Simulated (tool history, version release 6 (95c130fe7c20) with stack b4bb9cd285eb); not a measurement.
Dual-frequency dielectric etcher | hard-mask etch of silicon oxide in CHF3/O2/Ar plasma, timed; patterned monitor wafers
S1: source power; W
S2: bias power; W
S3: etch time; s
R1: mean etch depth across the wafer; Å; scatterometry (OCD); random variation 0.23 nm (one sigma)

Run 1, hour 0: S1 690 W, S2 152 W, S3 28.5 s. Result: R1 548.01 Å.
Run 2, hour 7.9: S1 690 W, S2 152 W, S3 28.5 s. Result: R1 540.61 Å.
Run 3, hour 14.7: S1 610 W, S2 152 W, S3 28.5 s. Result: R1 503.74 Å.
Run 4, hour 16.6: S1 610 W, S2 131 W, S3 28.5 s. Result: R1 488.94 Å.
Run 5, hour 23: S1 610 W, S2 153 W, S3 28.5 s. Result: R1 505.41 Å.
Run 6, hour 27.6: S1 660 W, S2 153 W, S3 28.5 s. Result: R1 530.2 Å.
Run 7, hour 36: S1 620 W, S2 151 W, S3 28.5 s. Result: R1 508.46 Å.
Run 8, hour 40.1: S1 590 W, S2 150 W, S3 28.5 s. Result: R1 491.54 Å.
Run 9, hour 47.8: S1 500 W, S2 145 W, S3 28.5 s. Result: R1 431.55 Å.

Forecast run 10:
Run 10, hour 50.6: S1 510 W, S2 145 W, S3 28.5 s. Result: R1 ?.

R1: 438.12 Å
